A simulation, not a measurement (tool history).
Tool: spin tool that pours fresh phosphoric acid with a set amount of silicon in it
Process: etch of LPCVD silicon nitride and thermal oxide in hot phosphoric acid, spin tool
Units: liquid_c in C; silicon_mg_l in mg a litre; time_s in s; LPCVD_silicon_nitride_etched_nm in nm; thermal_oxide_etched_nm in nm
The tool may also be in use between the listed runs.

run  hour  liquid_c  silicon_mg_l  time_s  LPCVD_silicon_nitride_etched_nm  thermal_oxide_etched_nm
  1     0       159           8.5     125                           9.2351                  0.29681
  2   0.8       159           8.5      95                           7.0863                  0.25344
  3   9.5       159            11      95                             7.06                  0.17188
  4    14       159            11      75                           5.6638                  0.15555
  5  22.7       159            11      50                           3.6977                 0.094876
  6  25.6       159            11      95                           7.0824                  0.21334

Run 7, settings as shown, results not yet in. Your forecast:
  7  32.5       159          12.5      95                                ?                        ?

Run 7 came out at LPCVD_silicon_nitride_etched_nm 7.0814 nm, thermal_oxide_etched_nm 0.23641 nm.
